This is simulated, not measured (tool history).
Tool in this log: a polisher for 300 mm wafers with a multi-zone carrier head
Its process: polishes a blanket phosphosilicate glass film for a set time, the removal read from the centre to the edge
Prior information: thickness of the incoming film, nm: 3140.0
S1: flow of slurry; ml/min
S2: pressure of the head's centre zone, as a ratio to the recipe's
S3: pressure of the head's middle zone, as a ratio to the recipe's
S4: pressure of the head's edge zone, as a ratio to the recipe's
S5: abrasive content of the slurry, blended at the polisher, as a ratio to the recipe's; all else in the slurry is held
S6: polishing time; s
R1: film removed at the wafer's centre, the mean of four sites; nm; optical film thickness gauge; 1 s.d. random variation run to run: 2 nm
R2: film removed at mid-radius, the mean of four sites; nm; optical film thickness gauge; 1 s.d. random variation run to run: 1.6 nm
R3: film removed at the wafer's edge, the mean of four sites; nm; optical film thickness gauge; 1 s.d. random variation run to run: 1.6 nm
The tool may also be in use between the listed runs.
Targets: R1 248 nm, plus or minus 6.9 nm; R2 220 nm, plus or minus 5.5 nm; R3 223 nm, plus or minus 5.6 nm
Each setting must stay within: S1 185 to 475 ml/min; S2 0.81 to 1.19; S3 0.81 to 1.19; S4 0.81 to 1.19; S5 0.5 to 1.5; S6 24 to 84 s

run  hour   S1    S2    S3    S4    S5  S6      R1      R2      R3
  1     0  305     1     1     1     1  54  380.69  384.34  388.26
  2   1.6  305     1  0.93     1     1  54  386.31  365.13  387.43
  3   4.1  305     1  0.98     1     1  54  382.79  375.95  383.59
  4     5  305     1  0.96  0.97   0.9  51  346.68  327.72  344.24
  5   8.8  310  1.01  0.98  0.94   0.8  49  319.63  306.31  310.73
  6  14.1  310  0.94  0.98  0.94   0.8  49  295.52  308.44   308.6
  7  20.9  315  0.96  0.97  0.92  0.75  48  287.73  288.76   293.2
  8  27.2  315  0.98  0.97   0.9   0.7  47     280  276.81  272.88
  9  30.9  310  0.98  0.95  0.88  0.65  47   268.8  258.79  258.37
 10  35.7  295  0.98  0.94  0.87  0.65  47  271.64  256.28   258.1
 11  37.9  295  0.98  0.94  0.87  0.65  47  266.26  256.27  256.45
 12  44.6  285  0.99  0.93  0.86  0.65  47  269.29  253.92  256.72
 13  51.4  295  0.99  0.92  0.85   0.6  47  256.75  243.93  244.14
 14  51.9  300     1  0.91  0.84   0.6  47  262.44  242.71  244.62
 15  56.7  295     1   0.9  0.83   0.6  47  260.99  238.58  244.48
 16  64.9  290  1.01   0.9  0.83   0.6  47  264.19  241.47  245.51
 17  66.8  280  1.04  0.89  0.81   0.5  44  231.45  201.55  204.11
 18    70  305  1.04  0.89  0.82   0.5  44  233.31  203.41  203.43
 19  78.4  300  1.04   0.9  0.83   0.5  44  231.64  201.81  209.61
 20    83  300  1.04  0.91  0.84   0.5  44  234.66  206.82  211.16

Consider the 4 candidate settings below. Which is the only one whose results all fall within their allowed miss of target?
  A  87.6  300  1.04  0.81  0.96   0.5  44   ?   ?   ?
  B  87.6  305  1.05  0.92  0.86  0.55  44   ?   ?   ?
  C  87.6  285  0.99  0.84  0.91   0.5  45   ?   ?   ?
  D  87.6  310  1.11  1.05  0.81  0.55  41   ?   ?   ?

move      R1      R2      R3
   A  229.35  189.17  219.51
   B  244.12  219.12  219.39
   C  221.97  197.76  218.01
   D  241.18  226.36  199.01
A: misses by more than the last run did
B: hits every target within its allowed miss
C: misses by more than the last run did
D: the result that was furthest off in the last run now lies on the other side of its target
The right move is B.
